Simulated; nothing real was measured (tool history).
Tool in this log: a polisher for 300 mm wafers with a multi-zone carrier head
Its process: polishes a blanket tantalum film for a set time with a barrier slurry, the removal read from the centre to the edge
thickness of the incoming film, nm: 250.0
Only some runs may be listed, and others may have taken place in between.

run  hour  flow of slurry (ml/min)  pressure of the head's centre zone  pressure of the head's middle zone  pressure of the head's edge zone  abrasive content of the slurry  polishing time (s)  film removed at the wafer's centre (nm)  film removed at mid-radius (nm)  film removed at the wafer's edge (nm)
  1     0                      285                                   1                                   1                                 1                               1                  58                                   80.598                           83.071                                  83.35
  2   1.8                      285                                0.98                                1.01                              0.98                             0.9                  54                                   74.033                           75.356                                  73.34
  3   3.5                      285                                0.98                                1.01                              1.02                             0.9                  54                                   74.633                           75.576                                 77.848
  4   6.9                      265                                0.95                                1.03                              1.01                             0.9                  50                                   64.527                           69.842                                 68.514
  5  13.8                      265                                0.95                                1.08                              1.01                             0.9                  50                                   65.498                           72.044                                 68.613
  6  20.9                      265                                0.95                                1.08                              1.01                             0.7                  50                                   60.931                           70.917                                 64.651
  7  27.8                      265                                0.95                                1.08                              1.01                             0.7                  50                                   62.037                           70.213                                 65.903
  8  28.5                      260                                0.93                                1.07                              0.99                            0.65                  48                                    57.38                           66.072                                 61.946
  9  30.7                      255                                0.92                                1.08                              0.98                            0.65                  46                                   53.528                           64.429                                  59.36

Estimate the outcome of run 10 from the log above:
 10  34.3                      265                                0.91                                1.07                              0.88                             0.5                  30                                        ?                                ?                                      ?

film removed at the wafer's centre (nm): 32.986
film removed at mid-radius (nm): 39.066
film removed at the wafer's edge (nm): 35.7
